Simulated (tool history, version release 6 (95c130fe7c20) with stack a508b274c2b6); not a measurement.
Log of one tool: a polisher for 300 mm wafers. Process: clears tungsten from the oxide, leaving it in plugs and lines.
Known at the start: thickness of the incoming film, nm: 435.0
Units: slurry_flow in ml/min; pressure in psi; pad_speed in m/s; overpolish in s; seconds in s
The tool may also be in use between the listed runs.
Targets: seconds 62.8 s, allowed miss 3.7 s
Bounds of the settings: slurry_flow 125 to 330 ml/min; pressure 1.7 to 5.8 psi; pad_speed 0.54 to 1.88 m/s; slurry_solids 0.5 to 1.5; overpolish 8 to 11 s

run 1 hour=0 | slurry_flow=210 pressure=3.7 pad_speed=1.2 slurry_solids=1 overpolish=11 | seconds=112.48
run 2 hour=1.4 | slurry_flow=210 pressure=4.4 pad_speed=1.2 slurry_solids=1 overpolish=11 | seconds=94.627
run 3 hour=7 | slurry_flow=210 pressure=4.4 pad_speed=1.2 slurry_solids=1 overpolish=8 | seconds=94.683
run 4 hour=12.3 | slurry_flow=210 pressure=3.6 pad_speed=1.2 slurry_solids=1 overpolish=8 | seconds=114.95
run 5 hour=15.1 | slurry_flow=210 pressure=4 pad_speed=1.22 slurry_solids=1 overpolish=8 | seconds=101.41
run 6 hour=22.5 | slurry_flow=210 pressure=4.4 pad_speed=1.24 slurry_solids=1 overpolish=8 | seconds=90.725
run 7 hour=28.9 | slurry_flow=210 pressure=4.7 pad_speed=1.26 slurry_solids=1 overpolish=8 | seconds=81.715
run 8 hour=30.5 | slurry_flow=210 pressure=4.7 pad_speed=1.26 slurry_solids=1 overpolish=8 | seconds=84.873
run 9 hour=31.6 | slurry_flow=210 pressure=4.9 pad_speed=1.28 slurry_solids=1 overpolish=8 | seconds=79.656
run 10 hour=34.3 | slurry_flow=210 pressure=5.1 pad_speed=1.3 slurry_solids=1 overpolish=8 | seconds=74.776
run 11 hour=39.6 | slurry_flow=210 pressure=5.2 pad_speed=1.3 slurry_solids=1 overpolish=8 | seconds=73.836

5 next moves are on the table. One of them brings every result within its allowed miss. Which?
run A hour=44.9 | slurry_flow=140 pressure=5.1 pad_speed=1.26 slurry_solids=1.1 overpolish=8 | seconds=?
run B hour=44.9 | slurry_flow=215 pressure=3.9 pad_speed=1.32 slurry_solids=0.85 overpolish=8 | seconds=?
run C hour=44.9 | slurry_flow=230 pressure=5.4 pad_speed=1.46 slurry_solids=0.9 overpolish=9 | seconds=?
run D hour=44.9 | slurry_flow=195 pressure=5.6 pad_speed=0.98 slurry_solids=1.2 overpolish=8 | seconds=?
run E hour=44.9 | slurry_flow=195 pressure=4.5 pad_speed=1.2 slurry_solids=1 overpolish=8 | seconds=?

move=A seconds=80.597
move=B seconds=97.578
move=C seconds=63.985
move=D seconds=88.581
move=E seconds=93.054
A: further off than the last run
B: further off than the last run
C: meets every target
D: further off than the last run
E: further off than the last run
Move C is the one to make.
